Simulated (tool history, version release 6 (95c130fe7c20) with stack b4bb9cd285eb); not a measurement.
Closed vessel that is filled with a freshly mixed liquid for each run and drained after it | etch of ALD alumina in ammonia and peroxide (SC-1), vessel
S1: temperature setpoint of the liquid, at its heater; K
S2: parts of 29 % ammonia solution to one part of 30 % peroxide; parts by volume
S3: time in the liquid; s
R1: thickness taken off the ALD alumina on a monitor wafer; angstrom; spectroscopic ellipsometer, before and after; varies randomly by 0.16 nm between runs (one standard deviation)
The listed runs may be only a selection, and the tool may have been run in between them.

run 1 hour=0 | S1=320.15 S2=0.6 S3=400 | R1=149.81
run 2 hour=2.2 | S1=320.15 S2=0.75 S3=400 | R1=157.09
run 3 hour=4.6 | S1=320.15 S2=0.8 S3=400 | R1=160.69
run 4 hour=13.2 | S1=320.15 S2=0.8 S3=400 | R1=154.79
run 5 hour=13.8 | S1=321.15 S2=0.8 S3=400 | R1=166.85
run 6 hour=14.5 | S1=322.15 S2=0.8 S3=400 | R1=176.93

What will run 7 give?
run 7 hour=19.5 | S1=322.65 S2=0.8 S3=400 | R1=?

{"run 7": {"R1": 181.46}}
